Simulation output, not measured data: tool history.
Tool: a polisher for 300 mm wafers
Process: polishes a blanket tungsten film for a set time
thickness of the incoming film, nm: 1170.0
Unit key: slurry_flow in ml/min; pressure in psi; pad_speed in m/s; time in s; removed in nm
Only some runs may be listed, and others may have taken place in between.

Run 1, day 0: slurry_flow 195 ml/min, pressure 2.6 psi, pad_speed 1.02 m/s, slurry_solids 1, time 43 s. Result: removed 153.59 nm.
Run 2, day 0.092: slurry_flow 190 ml/min, pressure 2.3 psi, pad_speed 1.02 m/s, slurry_solids 1, time 43 s. Result: removed 136.93 nm.
Run 3, day 0.125: slurry_flow 190 ml/min, pressure 1.9 psi, pad_speed 1.02 m/s, slurry_solids 1, time 43 s. Result: removed 112.56 nm.
Run 4, day 0.15: slurry_flow 190 ml/min, pressure 1.9 psi, pad_speed 1.02 m/s, slurry_solids 1, time 43 s. Result: removed 112.16 nm.
Run 5, day 0.254: slurry_flow 170 ml/min, pressure 1.9 psi, pad_speed 1.02 m/s, slurry_solids 1, time 43 s. Result: removed 109.46 nm.
Run 6, day 0.329: slurry_flow 160 ml/min, pressure 1.8 psi, pad_speed 1.02 m/s, slurry_solids 1, time 43 s. Result: removed 103.59 nm.
Run 7, day 0.546: slurry_flow 155 ml/min, pressure 1.7 psi, pad_speed 1.02 m/s, slurry_solids 1, time 43 s. Result: removed 97.961 nm.
Run 8, day 0.654: slurry_flow 150 ml/min, pressure 1.7 psi, pad_speed 1.02 m/s, slurry_solids 1, time 43 s. Result: removed 97.89 nm.
Run 9, day 0.996: slurry_flow 145 ml/min, pressure 1.7 psi, pad_speed 1.02 m/s, slurry_solids 1, time 43 s. Result: removed 96.319 nm.
Run 10, day 1.283: slurry_flow 140 ml/min, pressure 1.7 psi, pad_speed 1.02 m/s, slurry_solids 1, time 43 s. Result: removed 94.653 nm.
Run 11, day 1.492: slurry_flow 135 ml/min, pressure 1.7 psi, pad_speed 1.02 m/s, slurry_solids 1, time 43 s. Result: removed 95.002 nm.

Run 12 is up next; what results do you expect?
Run 12, day 1.754: slurry_flow 130 ml/min, pressure 1.7 psi, pad_speed 1.02 m/s, slurry_solids 1, time 43 s. Result: removed ?.

{"run 12": {"removed": 94.649}}
